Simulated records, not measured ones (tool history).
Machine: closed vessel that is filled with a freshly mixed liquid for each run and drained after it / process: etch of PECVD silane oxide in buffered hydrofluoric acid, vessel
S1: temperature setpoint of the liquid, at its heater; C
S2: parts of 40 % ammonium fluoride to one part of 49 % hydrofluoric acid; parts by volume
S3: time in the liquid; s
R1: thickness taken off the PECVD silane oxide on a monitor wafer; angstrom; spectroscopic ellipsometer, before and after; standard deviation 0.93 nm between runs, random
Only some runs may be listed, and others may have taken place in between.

run	hour	S1	S2	S3	R1
1	0.0	21.0	17.0	105	1765.7
2	8.2	18.5	17.0	105	1535.2
3	9.3	17.0	17.0	105	1412.7
4	11.9	17.0	17.0	110	1477.1
5	12.6	17.0	18.0	110	1396.8
6	18.3	17.0	22.0	110	1187.5
7	22.8	17.0	22.5	110	1160.1

Run 8, settings as shown, results not yet in. Your forecast:
8	28.6	17.0	23.0	110	?

R1: 1144.1 angstrom
